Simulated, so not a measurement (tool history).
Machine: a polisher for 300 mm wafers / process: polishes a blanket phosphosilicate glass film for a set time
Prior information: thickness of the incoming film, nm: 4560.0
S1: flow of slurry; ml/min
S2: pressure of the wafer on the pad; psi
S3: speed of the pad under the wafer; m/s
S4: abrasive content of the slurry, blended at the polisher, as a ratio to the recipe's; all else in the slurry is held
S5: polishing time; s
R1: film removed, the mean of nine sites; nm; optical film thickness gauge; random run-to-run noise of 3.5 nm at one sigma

run,hour,S1,S2,S3,S4,S5,R1
1,0,220,4.1,0.8,1,23,225.41
2,8.8,220,4.1,0.8,1.15,23,237.98
3,16.7,220,4.3,0.8,1.15,23,243.62
4,22.6,220,4.3,0.8,1.3,23,257.07
5,23.4,220,4.3,0.8,1.25,23,256.9
6,24,255,4.3,0.8,1.25,23,259.1
7,28.1,255,4.4,0.8,1.25,23,262.42

What does the tool deliver on the next run?
8,36,255,4.5,0.8,1.25,23,?

R1: 265.74 nm

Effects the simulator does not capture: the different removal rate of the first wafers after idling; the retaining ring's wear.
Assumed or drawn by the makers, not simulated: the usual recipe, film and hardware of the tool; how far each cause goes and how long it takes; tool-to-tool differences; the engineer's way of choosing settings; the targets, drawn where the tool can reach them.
